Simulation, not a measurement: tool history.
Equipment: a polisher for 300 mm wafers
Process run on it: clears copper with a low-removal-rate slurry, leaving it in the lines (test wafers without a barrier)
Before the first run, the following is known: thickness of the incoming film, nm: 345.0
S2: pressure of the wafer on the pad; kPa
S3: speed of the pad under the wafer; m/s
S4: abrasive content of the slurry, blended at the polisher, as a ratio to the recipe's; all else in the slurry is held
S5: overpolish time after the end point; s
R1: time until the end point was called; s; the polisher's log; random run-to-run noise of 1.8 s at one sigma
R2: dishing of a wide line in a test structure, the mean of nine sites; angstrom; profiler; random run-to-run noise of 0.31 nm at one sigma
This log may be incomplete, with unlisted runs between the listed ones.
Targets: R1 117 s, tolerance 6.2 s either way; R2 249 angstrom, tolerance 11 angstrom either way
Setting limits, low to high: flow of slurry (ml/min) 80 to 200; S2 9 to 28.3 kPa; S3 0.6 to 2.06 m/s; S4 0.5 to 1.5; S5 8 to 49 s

run 1 hour=0 | flow_of_slurry_(ml/min)=130 S2=18.6 S3=1.32 S4=1 S5=25 | R1=80.265 R2=493.12
run 2 hour=3.6 | flow_of_slurry_(ml/min)=130 S2=18.6 S3=1.32 S4=1.2 S5=25 | R1=77.156 R2=506.53
run 3 hour=11 | flow_of_slurry_(ml/min)=135 S2=16.5 S3=1.32 S4=1.15 S5=20 | R1=88.273 R2=414.61
run 4 hour=15 | flow_of_slurry_(ml/min)=135 S2=15.2 S3=1.36 S4=1.1 S5=17 | R1=96.206 R2=350.07
run 5 hour=19.9 | flow_of_slurry_(ml/min)=135 S2=14.5 S3=1.38 S4=1.1 S5=15 | R1=98.736 R2=305.56
run 6 hour=21.9 | flow_of_slurry_(ml/min)=135 S2=14.5 S3=1.38 S4=1.2 S5=15 | R1=95.01 R2=320.21
run 7 hour=28.6 | flow_of_slurry_(ml/min)=130 S2=13.8 S3=1.38 S4=1.2 S5=14 | R1=101.3 R2=282.64
run 8 hour=31.5 | flow_of_slurry_(ml/min)=130 S2=13.8 S3=1.38 S4=1.2 S5=14 | R1=99.715 R2=282.69
run 9 hour=37.9 | flow_of_slurry_(ml/min)=120 S2=13.1 S3=1.36 S4=1.2 S5=15 | R1=108.58 R2=285.36

Pick the move, out of 5, that brings all results within their allowed miss; only one does.
run A hour=44.3 | flow_of_slurry_(ml/min)=120 S2=13.8 S3=1.16 S4=1.1 S5=14 | R1=? R2=?
run B hour=44.3 | flow_of_slurry_(ml/min)=125 S2=13.1 S3=1.18 S4=1.2 S5=16 | R1=? R2=?
run C hour=44.3 | flow_of_slurry_(ml/min)=150 S2=11.7 S3=1.6 S4=1.15 S5=13 | R1=? R2=?
run D hour=44.3 | flow_of_slurry_(ml/min)=135 S2=12.4 S3=1.2 S4=1.1 S5=25 | R1=? R2=?
run E hour=44.3 | flow_of_slurry_(ml/min)=145 S2=12.4 S3=1.2 S4=1.25 S5=19 | R1=? R2=?

move=A R1=116.02 R2=251.51
move=B R1=116.86 R2=276.5
move=C R1=102.54 R2=258.52
move=D R1=122.26 R2=366.18
move=E R1=116.8 R2=312.81
A: all results in spec
B: gains on the last run, yet a result remains outside its allowed miss
C: meets the target for the result that was furthest off, but another lies outside its allowed miss
D: its largest miss is bigger than the last run's
E: its largest miss is bigger than the last run's
A is the move that brings every result within its allowed miss.

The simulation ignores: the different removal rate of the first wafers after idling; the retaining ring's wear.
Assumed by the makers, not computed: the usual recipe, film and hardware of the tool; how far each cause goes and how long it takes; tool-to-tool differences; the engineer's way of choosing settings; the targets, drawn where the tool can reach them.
